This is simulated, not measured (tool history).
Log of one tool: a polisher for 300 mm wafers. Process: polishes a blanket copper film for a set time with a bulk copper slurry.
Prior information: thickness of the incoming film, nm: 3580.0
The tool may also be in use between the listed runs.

| run | day | flow of slurry (ml/min) | pressure of the wafer on the pad (psi) | speed of the pad under the wafer (cm/s) | abrasive content of the slurry | polishing time (s) | film removed (nm) |
|---|---|---|---|---|---|---|---|
| 1 | 0 | 240 | 1.9 | 136 | 1 | 39 | 325.66 |
| 2 | 0.021 | 240 | 1.8 | 136 | 1 | 39 | 305.56 |
| 3 | 0.158 | 265 | 1.8 | 136 | 1 | 39 | 324.02 |
| 4 | 0.4 | 265 | 1.8 | 136 | 0.8 | 39 | 305.55 |
| 5 | 0.567 | 260 | 1.8 | 136 | 0.8 | 39 | 301 |
| 6 | 0.625 | 260 | 1.8 | 136 | 0.95 | 39 | 305.5 |

Predict the results of run 7:
| 7 | 0.879 | 260 | 1.7 | 136 | 0.95 | 39 | ? |

film removed (nm): 298.72
